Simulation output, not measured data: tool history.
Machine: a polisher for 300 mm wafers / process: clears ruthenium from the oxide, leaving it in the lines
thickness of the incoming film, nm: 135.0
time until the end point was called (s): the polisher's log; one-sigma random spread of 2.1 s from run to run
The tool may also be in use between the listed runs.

run,hour,flow of slurry (ml/min),pressure of the wafer on the pad (kPa),speed of the pad under the wafer (cm/s),overpolish time after the end point (s),time until the end point was called (s)
1,0.0,195,13.8,122,35,112.13
2,6.8,195,12.4,122,35,119.66
3,10.5,195,12.4,122,37,121.26
4,12.3,155,12.4,122,37,125.43
# hour 18.1: worn pad replaced by a new one
5,18.1,120,12.4,122,37,120.67
6,21.0,115,12.4,122,37,124.91
7,21.8,115,11.7,122,37,130.16
8,24.3,115,11.0,122,37,135.41
9,28.0,115,10.3,122,37,140.09

What will run 10 give?
10,29.8,115,9.7,122,37,?

For run 10 the tool returned time until the end point was called (s) 151.41.

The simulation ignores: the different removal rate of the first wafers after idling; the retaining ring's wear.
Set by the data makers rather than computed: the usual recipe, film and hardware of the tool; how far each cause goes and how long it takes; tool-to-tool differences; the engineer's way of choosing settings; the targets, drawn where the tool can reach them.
